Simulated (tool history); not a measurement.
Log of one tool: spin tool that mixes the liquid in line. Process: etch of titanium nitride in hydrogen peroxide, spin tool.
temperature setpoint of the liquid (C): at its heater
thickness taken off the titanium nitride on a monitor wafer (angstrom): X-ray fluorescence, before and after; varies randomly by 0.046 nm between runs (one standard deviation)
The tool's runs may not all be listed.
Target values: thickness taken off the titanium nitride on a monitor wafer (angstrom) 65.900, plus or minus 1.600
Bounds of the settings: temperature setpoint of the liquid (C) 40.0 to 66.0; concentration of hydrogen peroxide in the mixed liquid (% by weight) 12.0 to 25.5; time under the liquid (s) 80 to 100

| run | day | temperature setpoint of the liquid (C) | concentration of hydrogen peroxide in the mixed liquid (% by weight) | time under the liquid (s) | thickness taken off the titanium nitride on a monitor wafer (angstrom) |
|---|---|---|---|---|---|
| 1 | 0.000 | 56.0 | 17.5 | 100 | 37.606 |
| 2 | 0.362 | 51.0 | 17.5 | 100 | 26.614 |
| 3 | 0.421 | 51.0 | 17.5 | 100 | 26.404 |
| 4 | 0.596 | 51.0 | 15.0 | 100 | 25.747 |
|  | 0.838 | new drum of peroxide connected |
| 5 | 0.838 | 51.0 | 12.5 | 100 | 25.093 |
| 6 | 1.212 | 52.5 | 12.5 | 100 | 27.956 |
| 7 | 1.496 | 54.0 | 12.5 | 100 | 30.802 |
| 8 | 1.588 | 55.5 | 12.5 | 100 | 34.271 |
| 9 | 1.954 | 63.5 | 13.0 | 100 | 59.892 |
| 10 | 2.146 | 64.5 | 13.0 | 100 | 63.463 |

Which one of the following 5 next-run settings gets every result inside its allowed miss? There is exactly one.
| A | 2.338 | 64.0 | 12.0 | 100 | ? |
| B | 2.338 | 65.0 | 12.0 | 95 | ? |
| C | 2.338 | 64.0 | 13.5 | 100 | ? |
| D | 2.338 | 65.5 | 13.5 | 95 | ? |
| E | 2.338 | 65.0 | 14.0 | 90 | ? |

| move | thickness taken off the titanium nitride on a monitor wafer (angstrom) |
|---|---|
| A | 60.886 |
| B | 61.798 |
| C | 62.402 |
| D | 65.458 |
| E | 60.463 |
A: the biggest miss grows against the last run
B: the biggest miss grows against the last run
C: the biggest miss grows against the last run
D: hits every target within its allowed miss
E: the biggest miss grows against the last run
The move that meets every target is D.
